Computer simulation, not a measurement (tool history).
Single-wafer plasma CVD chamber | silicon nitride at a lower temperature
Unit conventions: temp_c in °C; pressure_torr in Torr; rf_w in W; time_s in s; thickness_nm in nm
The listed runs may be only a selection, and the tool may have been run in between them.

{"run": 1, "hour": 0.0, "temp_c": 345, "pressure_torr": 1.39, "rf_w": 265, "time_s": 22.1, "thickness_nm": 23.388}
{"run": 2, "hour": 1.4, "temp_c": 345, "pressure_torr": 1.39, "rf_w": 265, "time_s": 22.1, "thickness_nm": 23.403}
{"run": 3, "hour": 6.1, "temp_c": 345, "pressure_torr": 1.39, "rf_w": 245, "time_s": 22.1, "thickness_nm": 21.622}
{"run": 4, "hour": 9.7, "temp_c": 345, "pressure_torr": 1.28, "rf_w": 230, "time_s": 22.1, "thickness_nm": 19.63}
{"run": 5, "hour": 18.4, "temp_c": 345, "pressure_torr": 1.28, "rf_w": 230, "time_s": 22.8, "thickness_nm": 20.317}
{"run": 6, "hour": 25.9, "temp_c": 345, "pressure_torr": 1.28, "rf_w": 210, "time_s": 22.8, "thickness_nm": 18.386}
{"run": 7, "hour": 31.5, "temp_c": 345, "pressure_torr": 1.19, "rf_w": 210, "time_s": 22.8, "thickness_nm": 17.946}
{"run": 8, "hour": 36.9, "temp_c": 345, "pressure_torr": 1.13, "rf_w": 210, "time_s": 22.8, "thickness_nm": 17.833}
{"run": 9, "hour": 41.6, "temp_c": 345, "pressure_torr": 1.07, "rf_w": 210, "time_s": 22.8, "thickness_nm": 17.484}

Run 10, settings as shown, results not yet in. Your forecast:
{"run": 10, "hour": 48.8, "temp_c": 345, "pressure_torr": 1.02, "rf_w": 210, "time_s": 22.8, "thickness_nm": "?"}

Run 10 measured thickness_nm 17.076 nm.
